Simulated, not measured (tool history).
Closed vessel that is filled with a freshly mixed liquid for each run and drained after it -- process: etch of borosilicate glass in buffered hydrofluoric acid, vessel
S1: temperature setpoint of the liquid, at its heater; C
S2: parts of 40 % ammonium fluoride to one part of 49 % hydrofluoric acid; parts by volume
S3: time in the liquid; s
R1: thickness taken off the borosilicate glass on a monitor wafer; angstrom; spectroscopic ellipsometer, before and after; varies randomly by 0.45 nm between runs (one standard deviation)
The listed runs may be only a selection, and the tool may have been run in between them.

run  hour    S1    S2  S3      R1
  1     0    21  13.5  30  239.74
  2   0.5    21  15.5  30  209.93
  3   3.5    21  15.5  30  210.48
  4  10.8    21  15.5  30  210.19
  5  15.6    21  15.5  30  206.85
  6  20.9  23.5    13  30  283.46
  7  24.2    25  11.5  30  348.78

Run 8, settings as shown, results not yet in. Your forecast:
  8  29.1  29   8  30   ?

{"run 8": {"R1": 612.91}}

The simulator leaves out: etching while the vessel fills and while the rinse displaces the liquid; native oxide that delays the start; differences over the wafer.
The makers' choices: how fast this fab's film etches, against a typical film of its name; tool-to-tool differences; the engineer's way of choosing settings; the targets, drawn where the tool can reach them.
